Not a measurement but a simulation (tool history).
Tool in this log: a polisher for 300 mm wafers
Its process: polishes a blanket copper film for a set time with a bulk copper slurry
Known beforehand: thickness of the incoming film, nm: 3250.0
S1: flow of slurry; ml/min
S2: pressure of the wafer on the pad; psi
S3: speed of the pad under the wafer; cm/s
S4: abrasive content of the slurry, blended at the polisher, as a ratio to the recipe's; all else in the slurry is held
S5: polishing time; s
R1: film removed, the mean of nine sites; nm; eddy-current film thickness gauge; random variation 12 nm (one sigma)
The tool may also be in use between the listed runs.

run 1 hour=0.0 | S1=230 S2=2.2 S3=138 S4=1.0 S5=67 | R1=630.31
run 2 hour=7.2 | S1=230 S2=2.4 S3=138 S4=1.0 S5=67 | R1=685.22
run 3 hour=12.9 | S1=230 S2=2.5 S3=138 S4=1.0 S5=67 | R1=713.80
run 4 hour=18.0 | S1=230 S2=2.6 S3=138 S4=1.0 S5=67 | R1=746.11
run 5 hour=23.4 | S1=230 S2=2.6 S3=138 S4=0.8 S5=67 | R1=694.42
run 6 hour=24.8 | S1=230 S2=2.7 S3=140 S4=0.8 S5=67 | R1=746.31
run 7 hour=27.4 | S1=230 S2=2.8 S3=142 S4=0.8 S5=67 | R1=786.03
run 8 hour=33.2 | S1=230 S2=2.9 S3=144 S4=0.8 S5=67 | R1=799.44
run 9 hour=40.3 | S1=230 S2=3.0 S3=148 S4=0.8 S5=67 | R1=873.54
run 10 hour=41.5 | S1=230 S2=3.1 S3=150 S4=0.8 S5=67 | R1=906.87
run 11 hour=46.7 | S1=230 S2=3.2 S3=152 S4=0.8 S5=67 | R1=932.04
run 12 hour=51.4 | S1=230 S2=3.2 S3=154 S4=0.8 S5=67 | R1=966.73
run 13 hour=55.8 | S1=230 S2=3.2 S3=156 S4=0.8 S5=67 | R1=972.60

For run 14, what comes out?
run 14 hour=63.7 | S1=230 S2=3.2 S3=158 S4=0.8 S5=67 | R1=?

R1: 980.80 nm
